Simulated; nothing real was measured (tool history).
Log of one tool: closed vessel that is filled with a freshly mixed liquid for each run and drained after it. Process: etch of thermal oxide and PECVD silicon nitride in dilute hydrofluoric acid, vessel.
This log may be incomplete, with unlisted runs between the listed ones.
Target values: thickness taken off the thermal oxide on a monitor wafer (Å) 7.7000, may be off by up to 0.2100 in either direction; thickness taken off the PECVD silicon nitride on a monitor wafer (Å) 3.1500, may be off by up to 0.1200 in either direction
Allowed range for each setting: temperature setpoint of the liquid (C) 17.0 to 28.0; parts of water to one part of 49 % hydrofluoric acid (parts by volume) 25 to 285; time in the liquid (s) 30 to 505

run,hour,temperature setpoint of the liquid (C),parts of water to one part of 49 % hydrofluoric acid (parts by volume),time in the liquid (s),thickness taken off the thermal oxide on a monitor wafer (Å),thickness taken off the PECVD silicon nitride on a monitor wafer (Å)
1,0.0,20.0,155,255,59.5840,24.3860
2,8.1,19.5,170,230,47.5910,19.2590
3,15.5,17.5,170,230,43.9180,16.6850
4,21.0,19.0,170,230,46.4400,18.7750
5,29.7,19.0,185,210,38.8720,15.6550
6,35.5,19.0,195,190,32.4420,13.5860
7,43.1,19.0,205,170,27.3730,11.4040
8,50.5,19.0,215,155,23.6440,9.8637
9,55.1,19.0,220,140,20.9080,8.6866
10,64.0,19.0,225,130,18.7140,8.0552
11,73.0,17.0,285,30,2.9997,1.2870

Consider the 5 candidate settings below. Which is the only one whose results all fall within their allowed miss of target?
A,82.0,17.0,170,45,?,?
B,82.0,19.5,250,55,?,?
C,82.0,17.0,190,50,?,?
D,82.0,17.0,235,60,?,?
E,82.0,20.5,220,45,?,?

move,thickness taken off the thermal oxide on a monitor wafer (Å),thickness taken off the PECVD silicon nitride on a monitor wafer (Å)
A,8.3292,3.2488
B,7.0847,3.2342
C,8.1269,3.2441
D,7.5705,3.1764
E,7.0383,3.1960
A: pushes the last run's worst result past its target
B: gains on the last run, yet a result remains outside its allowed miss
C: pushes the last run's worst result past its target
D: all results in spec
E: gains on the last run, yet a result remains outside its allowed miss
D meets every target.

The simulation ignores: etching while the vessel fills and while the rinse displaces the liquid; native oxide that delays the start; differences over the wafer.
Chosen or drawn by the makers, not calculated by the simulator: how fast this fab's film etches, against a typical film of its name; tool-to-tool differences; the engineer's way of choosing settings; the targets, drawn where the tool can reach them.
